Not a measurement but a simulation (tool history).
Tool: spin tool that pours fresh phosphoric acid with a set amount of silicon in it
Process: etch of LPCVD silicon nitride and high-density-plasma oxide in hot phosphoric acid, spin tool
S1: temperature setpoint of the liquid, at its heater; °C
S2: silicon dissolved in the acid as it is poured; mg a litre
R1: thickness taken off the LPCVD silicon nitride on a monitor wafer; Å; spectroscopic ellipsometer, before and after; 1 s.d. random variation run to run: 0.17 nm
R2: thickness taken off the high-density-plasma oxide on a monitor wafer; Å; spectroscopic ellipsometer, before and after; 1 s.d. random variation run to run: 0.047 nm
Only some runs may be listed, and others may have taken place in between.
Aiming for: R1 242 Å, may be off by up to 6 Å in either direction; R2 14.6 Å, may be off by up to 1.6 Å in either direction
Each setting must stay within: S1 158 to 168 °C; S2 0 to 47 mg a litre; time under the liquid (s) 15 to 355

run 1 hour=0 | S1=163 S2=20.5 time_under_the_liquid_(s)=180 | R1=181.58 R2=7.0148
run 2 hour=2.9 | S1=162 S2=20.5 time_under_the_liquid_(s)=180 | R1=176.31 R2=6.3181
run 3 hour=11.2 | S1=163.5 S2=20.5 time_under_the_liquid_(s)=180 | R1=185.64 R2=7.2539
run 4 hour=13 | S1=162 S2=20.5 time_under_the_liquid_(s)=180 | R1=174.19 R2=6.1441
run 5 hour=17 | S1=160.5 S2=20.5 time_under_the_liquid_(s)=180 | R1=167.03 R2=5.8326
run 6 hour=21.1 | S1=160.5 S2=20.5 time_under_the_liquid_(s)=110 | R1=102.26 R2=3.4555
run 7 hour=29.1 | S1=161.5 S2=19 time_under_the_liquid_(s)=120 | R1=116.27 R2=4.2118
run 8 hour=32.6 | S1=162 S2=17.5 time_under_the_liquid_(s)=130 | R1=127.39 R2=4.8784
run 9 hour=35.3 | S1=162.5 S2=16 time_under_the_liquid_(s)=140 | R1=138.23 R2=5.5812
run 10 hour=41.8 | S1=162.5 S2=16 time_under_the_liquid_(s)=140 | R1=139.03 R2=5.9879
run 11 hour=43.9 | S1=163 S2=15.5 time_under_the_liquid_(s)=150 | R1=153.1 R2=6.0791
-- hour=48 heated supply line repaired
run 12 hour=48 | S1=163.5 S2=13.5 time_under_the_liquid_(s)=155 | R1=179.59 R2=9.932
run 13 hour=53.8 | S1=164 S2=14 time_under_the_liquid_(s)=160 | R1=186.85 R2=9.9374
run 14 hour=55 | S1=164.5 S2=14.5 time_under_the_liquid_(s)=160 | R1=189.07 R2=10.707
run 15 hour=60.3 | S1=167 S2=19.5 time_under_the_liquid_(s)=195 | R1=249.88 R2=12.872
run 16 hour=68 | S1=167 S2=19 time_under_the_liquid_(s)=195 | R1=252.08 R2=13.307
run 17 hour=73.6 | S1=167 S2=18.5 time_under_the_liquid_(s)=195 | R1=255.89 R2=13.324
run 18 hour=76.1 | S1=167 S2=18 time_under_the_liquid_(s)=195 | R1=252.22 R2=14.109
run 19 hour=83.2 | S1=167 S2=17.5 time_under_the_liquid_(s)=195 | R1=252.74 R2=13.809
run 20 hour=84.3 | S1=167 S2=17.5 time_under_the_liquid_(s)=195 | R1=253.65 R2=12.796
run 21 hour=90.7 | S1=167 S2=16.5 time_under_the_liquid_(s)=195 | R1=253.56 R2=14.379
run 22 hour=91.7 | S1=167 S2=16 time_under_the_liquid_(s)=195 | R1=254.5 R2=15.141

4 candidate next runs follow, results not yet known. Just one meets every target within its allowed miss. Identify it.
run A hour=92.7 | S1=166 S2=4 time_under_the_liquid_(s)=195 | R1=? R2=?
run B hour=92.7 | S1=165 S2=8 time_under_the_liquid_(s)=230 | R1=? R2=?
run C hour=92.7 | S1=166.5 S2=14.5 time_under_the_liquid_(s)=190 | R1=? R2=?
run D hour=92.7 | S1=166.5 S2=1 time_under_the_liquid_(s)=180 | R1=? R2=?

move=A R1=239.45 R2=17.66
move=B R1=273.33 R2=17.858
move=C R1=237.15 R2=14.165
move=D R1=224.67 R2=17.893
A: the furthest-off result lands on target, but another misses its tolerance
B: moves away from the targets compared with the last run
C: each result inside its tolerance
D: the result that was furthest off in the last run now lies on the other side of its target
The move that meets every target is C.
